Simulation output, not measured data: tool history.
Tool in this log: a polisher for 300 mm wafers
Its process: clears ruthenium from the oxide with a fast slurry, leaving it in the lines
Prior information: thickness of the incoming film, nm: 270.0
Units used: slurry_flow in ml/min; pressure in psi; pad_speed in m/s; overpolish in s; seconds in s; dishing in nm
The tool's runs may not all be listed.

| run | hour | slurry_flow | pressure | pad_speed | slurry_solids | overpolish | seconds | dishing |
|---|---|---|---|---|---|---|---|---|
| 1 | 0 | 265 | 3.4 | 1.06 | 1 | 28 | 61.858 | 40.603 |
| 2 | 8.9 | 265 | 3.3 | 1.06 | 1 | 27 | 63.799 | 39.824 |
| 3 | 12.1 | 265 | 3.3 | 1.06 | 1 | 38 | 64.878 | 42.536 |
| 4 | 16.6 | 265 | 3.2 | 1.06 | 1 | 35 | 66.603 | 42.34 |
| 5 | 21.2 | 265 | 2.4 | 1.06 | 1 | 35 | 85.838 | 39.371 |
| 6 | 22 | 265 | 2.5 | 1.06 | 1 | 33 | 84.226 | 38.508 |
| 7 | 23.4 | 265 | 2.6 | 1.06 | 1 | 32 | 81.835 | 39.499 |
| 8 | 26.2 | 265 | 2.6 | 1.06 | 1 | 30 | 80.453 | 38.366 |
| 9 | 30.3 | 265 | 2.6 | 1.06 | 1 | 29 | 82.234 | 38.224 |

Expected results for the next run?
| 10 | 33.6 | 265 | 2.6 | 1.06 | 1 | 28 | ? | ? |

{"run 10": {"seconds": 81.595, "dishing": 38.569}}

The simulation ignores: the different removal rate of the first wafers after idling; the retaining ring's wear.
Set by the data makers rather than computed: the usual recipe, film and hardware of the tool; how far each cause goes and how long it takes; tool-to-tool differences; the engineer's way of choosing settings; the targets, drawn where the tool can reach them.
